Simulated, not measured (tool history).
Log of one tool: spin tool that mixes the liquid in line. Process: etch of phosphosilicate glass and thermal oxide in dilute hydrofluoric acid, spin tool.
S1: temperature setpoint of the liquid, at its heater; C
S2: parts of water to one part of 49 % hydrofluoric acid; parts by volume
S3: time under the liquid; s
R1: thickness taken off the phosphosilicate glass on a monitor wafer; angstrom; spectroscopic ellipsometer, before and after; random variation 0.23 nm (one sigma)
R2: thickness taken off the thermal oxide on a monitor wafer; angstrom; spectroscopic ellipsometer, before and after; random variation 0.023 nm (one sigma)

run,hour,S1,S2,S3,R1,R2
1,0,23,55,30,432.62,24.538
2,4.1,23,65,30,359.95,20.28
3,9.3,23,45,30,526.95,30.159
4,17.9,21.5,50,30,442.05,25.57
5,25,21,50,30,435.42,24.794
6,28.2,20,50,30,422.06,24.128
7,29,17,60,30,306.72,17.046
8,33.8,17.5,60,30,309.4,17.563
9,37.5,17.5,60,30,310.68,17.807
10,39,18,60,30,319.04,18.018
# hour 46.8: thermometer replaced
11,46.8,18.5,60,30,307.19,17.234
12,51,19,60,30,317.67,17.926

The next listed run, before its measurement:
13,56.4,19.5,60,30,?,?

{"run 13": {"R1": 322.26, "R2": 18.111}}
